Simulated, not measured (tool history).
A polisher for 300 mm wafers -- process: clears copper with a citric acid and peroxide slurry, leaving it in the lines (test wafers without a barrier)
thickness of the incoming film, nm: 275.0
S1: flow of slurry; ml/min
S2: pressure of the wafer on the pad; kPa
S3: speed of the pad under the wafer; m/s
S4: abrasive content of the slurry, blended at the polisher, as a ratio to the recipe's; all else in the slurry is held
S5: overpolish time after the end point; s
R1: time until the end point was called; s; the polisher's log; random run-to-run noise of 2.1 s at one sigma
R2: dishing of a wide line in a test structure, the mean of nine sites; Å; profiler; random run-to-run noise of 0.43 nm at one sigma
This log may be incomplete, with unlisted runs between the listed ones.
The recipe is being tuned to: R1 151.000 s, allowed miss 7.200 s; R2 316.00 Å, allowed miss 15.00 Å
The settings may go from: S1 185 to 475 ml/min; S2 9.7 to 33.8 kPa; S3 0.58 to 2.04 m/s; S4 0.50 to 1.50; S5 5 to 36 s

| run | hour | S1 | S2 | S3 | S4 | S5 | R1 | R2 |
|---|---|---|---|---|---|---|---|---|
| 1 | 0.0 | 305 | 21.4 | 1.30 | 1.00 | 18 | 95.306 | 392.26 |
| 2 | 1.1 | 340 | 21.4 | 1.30 | 1.00 | 18 | 94.746 | 400.12 |
| 3 | 5.4 | 340 | 17.2 | 1.30 | 1.00 | 18 | 115.480 | 328.78 |
| 4 | 9.4 | 340 | 16.5 | 1.30 | 1.00 | 19 | 122.020 | 324.00 |
| 5 | 11.8 | 340 | 15.9 | 1.30 | 1.00 | 20 | 122.350 | 330.00 |
| 6 | 14.4 | 340 | 15.9 | 1.30 | 1.20 | 20 | 120.120 | 339.57 |
| 7 | 15.2 | 340 | 15.2 | 1.30 | 1.20 | 21 | 129.790 | 345.10 |
| 8 | 18.9 | 340 | 14.5 | 1.30 | 1.20 | 21 | 133.490 | 331.75 |
| 9 | 27.2 | 340 | 13.8 | 1.30 | 1.20 | 21 | 142.590 | 311.68 |
| 10 | 28.4 | 335 | 13.8 | 1.30 | 1.20 | 21 | 142.100 | 318.98 |
| 11 | 29.7 | 335 | 13.8 | 1.30 | 1.20 | 21 | 138.210 | 312.12 |

Exactly one of the 5 candidate moves below puts every result within its allowed miss. Which one?
| A | 31.0 | 360 | 16.5 | 1.14 | 1.05 | 24 | ? | ? |
| B | 31.0 | 455 | 14.5 | 1.06 | 1.40 | 23 | ? | ? |
| C | 31.0 | 340 | 14.5 | 1.30 | 1.20 | 24 | ? | ? |
| D | 31.0 | 330 | 13.1 | 1.32 | 1.40 | 21 | ? | ? |
| E | 31.0 | 285 | 13.8 | 1.36 | 1.20 | 21 | ? | ? |

| move | R1 | R2 |
|---|---|---|
| A | 133.990 | 371.68 |
| B | 152.020 | 319.22 |
| C | 132.560 | 372.16 |
| D | 140.150 | 314.73 |
| E | 135.200 | 325.52 |
A: lands further from the targets than the last run did
B: meets every target
C: lands further from the targets than the last run did
D: nearer than the last run, and not there yet
E: lands further from the targets than the last run did
Move B is the one to make.
